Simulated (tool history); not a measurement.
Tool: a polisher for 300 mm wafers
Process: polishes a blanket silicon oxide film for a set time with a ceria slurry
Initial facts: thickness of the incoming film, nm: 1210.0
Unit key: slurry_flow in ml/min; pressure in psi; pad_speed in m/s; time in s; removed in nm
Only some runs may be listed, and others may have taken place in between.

run  hour  slurry_flow  pressure  pad_speed  time  removed
  1     0          265       3.8       0.84    24   90.482
  2   8.9          320       3.8       0.84    24   93.618
  3  16.1          300       3.3       0.84    24   78.886
  4  17.2          285       3.1       0.84    24   75.185
  5  19.1          285       3.1       0.84    24    74.32
  6  21.5          275       2.9       0.84    24   69.814
  7  28.7          265       2.8       0.84    24   67.309
  8  36.2          255       2.7       0.84    24   64.907
  9  40.6          240       2.6       0.84    24   62.614
 10  46.3          230       2.6       0.84    24   61.815
 11  51.7          220       2.6       0.84    24   61.572
 12  59.7          210       2.6       0.84    24   61.631
 13  62.8          205       2.4       0.84    24   56.144

Run 14, settings as shown, results not yet in. Your forecast:
 14  68.4          215       2.4       0.84    24        ?

Logged for run 14: removed 57.046 nm.
